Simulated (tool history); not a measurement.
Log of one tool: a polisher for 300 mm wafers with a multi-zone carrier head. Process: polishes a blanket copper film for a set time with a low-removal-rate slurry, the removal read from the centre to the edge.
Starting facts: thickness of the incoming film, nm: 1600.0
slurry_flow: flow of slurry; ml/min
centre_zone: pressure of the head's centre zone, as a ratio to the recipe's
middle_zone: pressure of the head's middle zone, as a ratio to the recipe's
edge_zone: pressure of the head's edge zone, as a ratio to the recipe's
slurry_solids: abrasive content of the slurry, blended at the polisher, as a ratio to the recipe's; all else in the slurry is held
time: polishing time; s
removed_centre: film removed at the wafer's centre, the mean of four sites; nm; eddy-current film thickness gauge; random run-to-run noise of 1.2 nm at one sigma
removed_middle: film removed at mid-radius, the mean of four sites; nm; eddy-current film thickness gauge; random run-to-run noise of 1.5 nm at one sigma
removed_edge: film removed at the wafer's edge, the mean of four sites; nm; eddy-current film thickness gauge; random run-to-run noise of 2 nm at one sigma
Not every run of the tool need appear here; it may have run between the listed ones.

run  hour  slurry_flow  centre_zone  middle_zone  edge_zone  slurry_solids  time  removed_centre  removed_middle  removed_edge
  1     0          125            1            1          1              1    80          300.24           300.6        299.63
  2   4.1          125            1            1       1.04              1    80          304.41          298.39        313.24
  3   9.5          125         0.96            1       1.04              1    80           287.1          299.88        308.02
  4  10.5          115         0.93         0.98       1.03            0.9    72          234.25          249.14        260.18
  5  13.1          115         0.93         1.06       1.03            0.9    72          237.59          269.44        270.73
  6  21.4          110         0.91         1.03       1.02            0.8    67          203.23          228.71        230.99
  7  28.2          105         0.89         1.01       1.03           0.75    64          184.79          209.82        213.99
  8    34          100         0.87         0.99       1.04            0.7    61          161.54          187.99        197.65
  9  42.5          100         0.87         0.99       1.04            0.7    61          162.44          193.01        201.86
 10  49.6           95         0.86         0.96       1.03           0.65    60          151.22          171.18        190.65
 11    51           95         0.86         0.96       1.03           0.65    60          150.48           176.2        187.01
 12    57           90         0.85         0.93       1.02            0.6    60          141.13          158.68         180.4
 13  63.2           90         0.84         0.93          1            0.6    59          137.31          159.29        174.85
 14  65.5           90         0.83         0.92       0.98            0.6    59          133.88          154.84        170.57
 15  69.2           90         0.83         0.91       0.97            0.6    59          136.89          152.06         171.5
 16  69.8           85         0.83         0.91       0.96            0.6    59          131.88          153.74        167.04
 17  78.6           85         0.83          0.9       0.95            0.6    59           133.3          149.66        168.98
 18  80.2           85         0.83          0.9       0.94            0.6    59          131.68          150.59        167.35

Run 19 has not been measured yet. What should we expect?
 19  88.7           75         0.81         0.88        0.9            0.5    57               ?               ?             ?

removed_centre: 108.07 nm
removed_middle: 123.05 nm
removed_edge: 139.59 nm
